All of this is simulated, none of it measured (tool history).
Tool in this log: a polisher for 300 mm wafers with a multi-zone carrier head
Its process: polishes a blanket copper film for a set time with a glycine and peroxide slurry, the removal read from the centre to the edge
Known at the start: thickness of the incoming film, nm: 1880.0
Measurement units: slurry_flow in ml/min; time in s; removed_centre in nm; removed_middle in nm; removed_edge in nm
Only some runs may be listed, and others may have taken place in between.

Run 1, hour 0.0: slurry_flow 310 ml/min, centre_zone 1.00, middle_zone 1.00, edge_zone 1.00, time 47 s. Result: removed_centre 399.23 nm, removed_middle 432.19 nm, removed_edge 434.39 nm.
Run 2, hour 5.6: slurry_flow 310 ml/min, centre_zone 0.94, middle_zone 1.00, edge_zone 1.00, time 47 s. Result: removed_centre 365.17 nm, removed_middle 427.98 nm, removed_edge 429.61 nm.
Run 3, hour 14.2: slurry_flow 310 ml/min, centre_zone 0.90, middle_zone 1.00, edge_zone 1.00, time 47 s. Result: removed_centre 350.61 nm, removed_middle 436.64 nm, removed_edge 430.45 nm.
Run 4, hour 16.8: slurry_flow 305 ml/min, centre_zone 0.97, middle_zone 0.96, edge_zone 0.94, time 47 s. Result: removed_centre 380.16 nm, removed_middle 421.86 nm, removed_edge 419.40 nm.
Run 5, hour 20.6: slurry_flow 300 ml/min, centre_zone 1.02, middle_zone 0.92, edge_zone 0.91, time 46 s. Result: removed_centre 388.99 nm, removed_middle 399.51 nm, removed_edge 403.42 nm.
At hour 28.7: centre zone pressure recalibrated.
Run 6, hour 28.7: slurry_flow 300 ml/min, centre_zone 1.10, middle_zone 0.92, edge_zone 0.91, time 46 s. Result: removed_centre 458.10 nm, removed_middle 398.23 nm, removed_edge 403.95 nm.
Run 7, hour 30.7: slurry_flow 290 ml/min, centre_zone 1.10, middle_zone 0.89, edge_zone 0.89, time 46 s. Result: removed_centre 460.89 nm, removed_middle 386.36 nm, removed_edge 399.32 nm.

The next listed run, before its measurement:
Run 8, hour 38.8: slurry_flow 285 ml/min, centre_zone 1.10, middle_zone 0.87, edge_zone 0.88, time 46 s. Result: removed_centre ?, removed_middle ?, removed_edge ?.

removed_centre: 458.43 nm
removed_middle: 379.93 nm
removed_edge: 394.32 nm

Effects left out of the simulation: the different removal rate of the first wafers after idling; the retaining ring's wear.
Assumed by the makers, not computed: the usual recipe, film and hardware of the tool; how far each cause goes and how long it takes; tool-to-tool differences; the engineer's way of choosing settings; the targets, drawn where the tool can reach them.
